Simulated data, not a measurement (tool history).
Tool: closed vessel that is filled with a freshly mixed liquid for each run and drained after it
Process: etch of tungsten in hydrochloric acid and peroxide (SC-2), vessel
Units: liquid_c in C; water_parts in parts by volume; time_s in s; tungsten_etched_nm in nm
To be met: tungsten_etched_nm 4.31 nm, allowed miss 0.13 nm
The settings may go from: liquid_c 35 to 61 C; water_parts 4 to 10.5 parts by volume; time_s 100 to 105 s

run  hour  liquid_c  water_parts  time_s  tungsten_etched_nm
  1     0        45          5.5     100                12.3
  2   6.5        45          5.5     100              12.276
  3  15.3        45          5.5     100              12.262
  4  23.6        49          5.5     100              16.198
  5  32.7      44.5          5.5     100              11.827
  6  34.1        43            6     100              10.001
  7  41.5        43            6     100              10.024
  8  49.6      41.5          6.5     100              8.4419
  9  56.1      40.5            7     100               7.466

Which of these 4 next moves meets every target?
  A  62.6      36.5            9     100                   ?
  B  62.6        37           10     100                   ?
  C  62.6        36          7.5     100                   ?
  D  62.6        35          7.5     100                   ?

move  tungsten_etched_nm
   A              4.6243
   B              4.3955
   C              5.1633
   D              4.7994
A: nearer than the last run, and not there yet
B: meets every target
C: nearer than the last run, and not there yet
D: nearer than the last run, and not there yet
Answer: B

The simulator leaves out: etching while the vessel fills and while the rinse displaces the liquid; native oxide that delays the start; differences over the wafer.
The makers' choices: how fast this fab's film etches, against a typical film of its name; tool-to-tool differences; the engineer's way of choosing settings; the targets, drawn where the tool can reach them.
